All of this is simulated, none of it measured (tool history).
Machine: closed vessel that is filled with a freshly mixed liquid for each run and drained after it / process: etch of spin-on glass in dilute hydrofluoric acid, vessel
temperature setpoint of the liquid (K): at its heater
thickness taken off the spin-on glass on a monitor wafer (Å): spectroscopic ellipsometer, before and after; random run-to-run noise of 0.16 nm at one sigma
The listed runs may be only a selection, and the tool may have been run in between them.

| run | hour | temperature setpoint of the liquid (K) | parts of water to one part of 49 % hydrofluoric acid (parts by volume) | time in the liquid (s) | thickness taken off the spin-on glass on a monitor wafer (Å) |
|---|---|---|---|---|---|
| 1 | 0.0 | 299.15 | 115 | 30 | 127.21 |
| 2 | 3.0 | 299.15 | 75 | 30 | 209.16 |
| 3 | 10.4 | 299.15 | 75 | 30 | 205.26 |
| 4 | 11.8 | 301.65 | 75 | 30 | 228.17 |
| 5 | 18.8 | 304.15 | 75 | 30 | 249.94 |
| 6 | 24.8 | 301.65 | 75 | 30 | 227.75 |

What does the tool deliver on the next run?
| 7 | 32.7 | 299.65 | 75 | 30 | ? |

Run 7 came out at thickness taken off the spin-on glass on a monitor wafer (Å) 207.57.

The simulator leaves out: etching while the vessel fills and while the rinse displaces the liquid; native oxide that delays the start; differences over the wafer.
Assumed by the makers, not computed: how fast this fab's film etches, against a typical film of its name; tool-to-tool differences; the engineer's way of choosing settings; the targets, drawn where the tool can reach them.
